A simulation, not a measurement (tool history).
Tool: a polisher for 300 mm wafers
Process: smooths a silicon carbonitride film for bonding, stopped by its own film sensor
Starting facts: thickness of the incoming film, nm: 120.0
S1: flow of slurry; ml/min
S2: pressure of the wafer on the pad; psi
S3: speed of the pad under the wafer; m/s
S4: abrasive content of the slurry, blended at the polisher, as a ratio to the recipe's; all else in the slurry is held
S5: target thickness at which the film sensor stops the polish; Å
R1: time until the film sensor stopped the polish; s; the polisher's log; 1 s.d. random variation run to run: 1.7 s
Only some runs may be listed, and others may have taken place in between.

run  hour   S1   S2    S3   S4   S5      R1
  1   0.0  130  1.5  0.68  1.0  990  157.24
  2   3.8  130  1.5  0.56  1.0  990  183.78
  3   9.6  130  1.7  0.58  1.0  990  158.65
  4  12.6  130  1.7  0.58  1.0  980  161.16
  5  16.9  130  1.7  0.58  1.0  980  164.15
  6  17.5  130  1.8  0.58  1.0  980  159.25
  7  19.6  130  1.9  0.60  1.0  980  151.85
  8  22.0  130  2.0  0.64  1.0  980  136.91

Forecast run 9:
  9  26.6  130  2.1  0.66  1.0  980   ?

Run 9 measured R1 127.94 s.
